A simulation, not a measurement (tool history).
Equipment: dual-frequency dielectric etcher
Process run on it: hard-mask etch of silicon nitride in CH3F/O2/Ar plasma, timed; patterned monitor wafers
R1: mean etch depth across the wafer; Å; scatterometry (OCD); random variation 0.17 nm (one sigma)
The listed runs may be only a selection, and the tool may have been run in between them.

{"run": 1, "hour": 0.0, "source power (W)": 290, "bias power (W)": 68, "etch time (s)": 158.5, "R1": 982.12}
{"run": 2, "hour": 5.9, "source power (W)": 290, "bias power (W)": 73, "etch time (s)": 158.5, "R1": 1008.0}
{"run": 3, "hour": 7.4, "source power (W)": 260, "bias power (W)": 70, "etch time (s)": 158.0, "R1": 958.17}
{"run": 4, "hour": 11.0, "source power (W)": 240, "bias power (W)": 67, "etch time (s)": 157.5, "R1": 922.68}
{"run": 5, "hour": 12.4, "source power (W)": 230, "bias power (W)": 64, "etch time (s)": 157.0, "R1": 892.51}
{"run": 6, "hour": 13.1, "source power (W)": 220, "bias power (W)": 63, "etch time (s)": 157.0, "R1": 881.13}

What does the tool deliver on the next run?
{"run": 7, "hour": 14.1, "source power (W)": 210, "bias power (W)": 62, "etch time (s)": 157.0, "R1": "?"}

{"run 7": {"R1": 863.75}}
